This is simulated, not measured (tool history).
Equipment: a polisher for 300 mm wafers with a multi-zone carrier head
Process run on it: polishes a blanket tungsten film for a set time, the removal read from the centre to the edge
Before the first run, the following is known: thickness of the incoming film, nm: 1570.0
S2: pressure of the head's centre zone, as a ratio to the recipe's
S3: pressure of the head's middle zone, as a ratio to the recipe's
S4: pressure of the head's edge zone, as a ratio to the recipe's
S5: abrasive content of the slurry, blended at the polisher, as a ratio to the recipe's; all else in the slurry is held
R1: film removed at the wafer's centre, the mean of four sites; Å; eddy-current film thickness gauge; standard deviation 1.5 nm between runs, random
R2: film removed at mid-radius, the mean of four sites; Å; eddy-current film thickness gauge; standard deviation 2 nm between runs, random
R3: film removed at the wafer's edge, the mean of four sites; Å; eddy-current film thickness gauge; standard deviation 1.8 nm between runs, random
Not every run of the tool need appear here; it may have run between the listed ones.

run 1 hour=0 | flow_of_slurry_(ml/min)=135 S2=1 S3=1 S4=1 S5=1 polishing_time_(s)=51 | R1=2227.5 R2=2218.9 R3=2229.6
run 2 hour=6.1 | flow_of_slurry_(ml/min)=130 S2=0.98 S3=0.99 S4=0.98 S5=0.9 polishing_time_(s)=48 | R1=2028 R2=2014.9 R3=2012.7
run 3 hour=10.6 | flow_of_slurry_(ml/min)=120 S2=0.98 S3=0.99 S4=0.98 S5=0.9 polishing_time_(s)=48 | R1=1946.7 R2=2036.5 R3=2031.9
run 4 hour=18.4 | flow_of_slurry_(ml/min)=120 S2=0.96 S3=0.98 S4=0.97 S5=0.85 polishing_time_(s)=46 | R1=1830.5 R2=1876.5 R3=1853.6
run 5 hour=19.1 | flow_of_slurry_(ml/min)=115 S2=0.94 S3=0.97 S4=0.96 S5=0.8 polishing_time_(s)=45 | R1=1774.4 R2=1804.7 R3=1792.4
run 6 hour=22.9 | flow_of_slurry_(ml/min)=115 S2=0.94 S3=0.97 S4=0.96 S5=0.9 polishing_time_(s)=45 | R1=1812.3 R2=1858.4 R3=1830.1
run 7 hour=31 | flow_of_slurry_(ml/min)=110 S2=0.93 S3=0.97 S4=0.96 S5=0.85 polishing_time_(s)=44 | R1=1714 R2=1726.2 R3=1777.8
run 8 hour=36.4 | flow_of_slurry_(ml/min)=110 S2=0.91 S3=0.97 S4=0.95 S5=0.8 polishing_time_(s)=43 | R1=1635.4 R2=1697.7 R3=1735.1

Run 9, settings as shown, results not yet in. Your forecast:
run 9 hour=38 | flow_of_slurry_(ml/min)=110 S2=0.9 S3=0.97 S4=0.94 S5=0.75 polishing_time_(s)=42 | R1=? R2=? R3=?

Run 9 measured R1 1592.1 Å, R2 1585.8 Å, R3 1643.8 Å.
